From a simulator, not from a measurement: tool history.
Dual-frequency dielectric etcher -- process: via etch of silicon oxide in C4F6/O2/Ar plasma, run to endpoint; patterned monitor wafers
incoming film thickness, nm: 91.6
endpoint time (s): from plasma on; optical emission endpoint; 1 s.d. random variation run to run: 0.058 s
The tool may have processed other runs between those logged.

run	hour	bias power (kW)	source power (kW)	Ar flow (sccm)	endpoint time (s)
1	0	0.428	0.37	355	21.512
2	2.9	0.443	0.37	354	21.163
3	5.5	0.457	0.37	353	20.824
4	14.4	0.457	0.37	393	21.018
5	19.6	0.457	0.37	358	20.945
6	22.2	0.47	0.37	358	20.657
7	24.8	0.482	0.37	358	20.331
8	30.9	0.492	0.37	358	20.053
9	33.9	0.5	0.37	358	19.927

The next listed run, before its measurement:
10	39.4	0.508	0.37	358	?

endpoint time (s): 19.717
